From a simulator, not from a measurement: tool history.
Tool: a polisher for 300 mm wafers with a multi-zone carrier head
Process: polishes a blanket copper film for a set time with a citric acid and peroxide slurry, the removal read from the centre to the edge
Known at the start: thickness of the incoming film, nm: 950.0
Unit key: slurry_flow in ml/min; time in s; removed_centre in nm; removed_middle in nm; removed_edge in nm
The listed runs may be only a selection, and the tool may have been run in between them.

run,hour,slurry_flow,centre_zone,middle_zone,edge_zone,slurry_solids,time,removed_centre,removed_middle,removed_edge
1,0.0,135,1.00,1.00,1.00,1.0,36,43.522,45.546,42.279
2,6.2,135,1.00,1.00,1.00,1.0,40,48.167,49.034,46.809
3,9.0,135,1.00,1.00,1.05,1.0,40,48.196,49.202,48.712
4,11.7,145,1.00,1.04,1.05,1.0,40,49.386,51.857,48.623
5,16.4,145,1.00,1.04,1.05,1.0,37,45.521,47.641,45.459
6,22.5,145,1.00,1.04,1.11,1.0,37,45.978,48.465,46.468
7,31.6,145,1.00,1.04,1.11,1.0,37,45.455,48.267,46.065

Run 8 has not been measured yet. What should we expect?
8,36.9,155,1.00,1.07,1.11,1.1,37,?,?,?

Run 8 produced removed_centre 47.094 nm, removed_middle 50.539 nm, removed_edge 48.071 nm.
